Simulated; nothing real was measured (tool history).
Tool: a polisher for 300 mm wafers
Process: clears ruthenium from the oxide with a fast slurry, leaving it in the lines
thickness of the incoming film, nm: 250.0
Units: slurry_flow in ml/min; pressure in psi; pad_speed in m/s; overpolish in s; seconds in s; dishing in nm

{"run": 1, "hour": 0.0, "slurry_flow": 170, "pressure": 2.4, "pad_speed": 0.98, "slurry_solids": 1, "overpolish": 27, "seconds": 73.081, "dishing": 59.482}
{"run": 2, "hour": 2.3, "slurry_flow": 170, "pressure": 2.4, "pad_speed": 0.98, "slurry_solids": 1.2, "overpolish": 27, "seconds": 67.01, "dishing": 62.958}
{"run": 3, "hour": 5.8, "slurry_flow": 165, "pressure": 2.2, "pad_speed": 0.98, "slurry_solids": 1.2, "overpolish": 27, "seconds": 74.543, "dishing": 58.229}
{"run": 4, "hour": 10.6, "slurry_flow": 160, "pressure": 2.1, "pad_speed": 0.98, "slurry_solids": 1.2, "overpolish": 27, "seconds": 77.177, "dishing": 56.729}
{"run": 5, "hour": 16.4, "slurry_flow": 160, "pressure": 2.1, "pad_speed": 0.98, "slurry_solids": 1.2, "overpolish": 19, "seconds": 79.357, "dishing": 42.572}
{"run": 6, "hour": 17.2, "slurry_flow": 180, "pressure": 2.1, "pad_speed": 0.98, "slurry_solids": 1.2, "overpolish": 19, "seconds": 74.396, "dishing": 44.105}
{"run": 7, "hour": 24.9, "slurry_flow": 160, "pressure": 2, "pad_speed": 0.98, "slurry_solids": 1.2, "overpolish": 21, "seconds": 82.086, "dishing": 44.804}
{"run": 8, "hour": 25.5, "slurry_flow": 145, "pressure": 2, "pad_speed": 0.98, "slurry_solids": 1.2, "overpolish": 22, "seconds": 83.096, "dishing": 46.284}

The next listed run, before its measurement:
{"run": 9, "hour": 31.2, "slurry_flow": 140, "pressure": 1.9, "pad_speed": 0.98, "slurry_solids": 1.2, "overpolish": 23, "seconds": "?", "dishing": "?"}

{"run 9": {"seconds": 88.142, "dishing": 44.832}}
